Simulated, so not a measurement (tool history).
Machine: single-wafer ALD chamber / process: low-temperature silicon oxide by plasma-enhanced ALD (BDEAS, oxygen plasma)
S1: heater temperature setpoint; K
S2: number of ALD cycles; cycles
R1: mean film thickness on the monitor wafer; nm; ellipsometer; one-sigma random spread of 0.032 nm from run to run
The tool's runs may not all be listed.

{"run": 1, "hour": 0.0, "S1": 358.15, "S2": 66, "R1": 10.29}
{"run": 2, "hour": 6.0, "S1": 360.15, "S2": 66, "R1": 10.184}
{"run": 3, "hour": 9.2, "S1": 360.15, "S2": 71, "R1": 10.987}
{"run": 4, "hour": 10.0, "S1": 363.15, "S2": 70, "R1": 10.681}
{"run": 5, "hour": 17.9, "S1": 363.15, "S2": 76, "R1": 11.667}
{"run": 6, "hour": 24.1, "S1": 363.15, "S2": 68, "R1": 10.465}
{"run": 7, "hour": 26.2, "S1": 365.15, "S2": 67, "R1": 10.171}
{"run": 8, "hour": 31.5, "S1": 366.15, "S2": 67, "R1": 10.167}
{"run": 9, "hour": 40.3, "S1": 368.15, "S2": 67, "R1": 10.092}
{"run": 10, "hour": 45.0, "S1": 369.15, "S2": 67, "R1": 10.023}
{"run": 11, "hour": 48.9, "S1": 370.15, "S2": 67, "R1": 10.008}
{"run": 12, "hour": 54.7, "S1": 371.15, "S2": 67, "R1": 9.9767}
{"run": 13, "hour": 63.6, "S1": 372.15, "S2": 67, "R1": 9.9518}

Predict the results of run 14:
{"run": 14, "hour": 66.2, "S1": 373.15, "S2": 67, "R1": "?"}

{"run 14": {"R1": 9.9489}}
